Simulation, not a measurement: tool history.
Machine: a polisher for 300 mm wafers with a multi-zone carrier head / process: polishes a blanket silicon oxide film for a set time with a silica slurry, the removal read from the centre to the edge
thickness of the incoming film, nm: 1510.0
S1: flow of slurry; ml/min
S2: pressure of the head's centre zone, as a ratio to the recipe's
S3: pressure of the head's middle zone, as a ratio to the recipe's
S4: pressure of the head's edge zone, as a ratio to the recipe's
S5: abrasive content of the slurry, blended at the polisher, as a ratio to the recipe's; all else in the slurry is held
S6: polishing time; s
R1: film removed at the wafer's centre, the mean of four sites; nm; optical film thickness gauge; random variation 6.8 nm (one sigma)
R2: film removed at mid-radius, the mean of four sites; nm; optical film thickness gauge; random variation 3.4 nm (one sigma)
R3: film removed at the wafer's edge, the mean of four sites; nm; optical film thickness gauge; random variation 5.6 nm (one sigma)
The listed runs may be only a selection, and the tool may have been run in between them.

| run | day | S1 | S2 | S3 | S4 | S5 | S6 | R1 | R2 | R3 |
|---|---|---|---|---|---|---|---|---|---|---|
| 1 | 0 | 215 | 1 | 1 | 1 | 1 | 90 | 333.87 | 337.94 | 331.62 |
| 2 | 0.112 | 215 | 1 | 1 | 1 | 1.1 | 90 | 344.66 | 342.15 | 351.6 |
| 3 | 0.375 | 215 | 1 | 1 | 0.95 | 1.1 | 90 | 344.16 | 351.65 | 340.34 |
| 4 | 0.4 | 220 | 1.01 | 1.02 | 0.97 | 1.15 | 90 | 363.96 | 359.89 | 339.86 |
| 5 | 0.771 | 170 | 1.01 | 1.02 | 0.97 | 1.15 | 90 | 347.81 | 350.11 | 342.74 |
| 6 | 1.008 | 170 | 1.01 | 1.02 | 0.97 | 1.15 | 82 | 309.49 | 321.36 | 312.53 |

Forecast run 7:
| 7 | 1.067 | 170 | 1.01 | 1.03 | 0.99 | 1.2 | 85 | ? | ? | ? |

For run 7 the tool returned R1 331.28 nm, R2 338.75 nm, R3 325.86 nm.
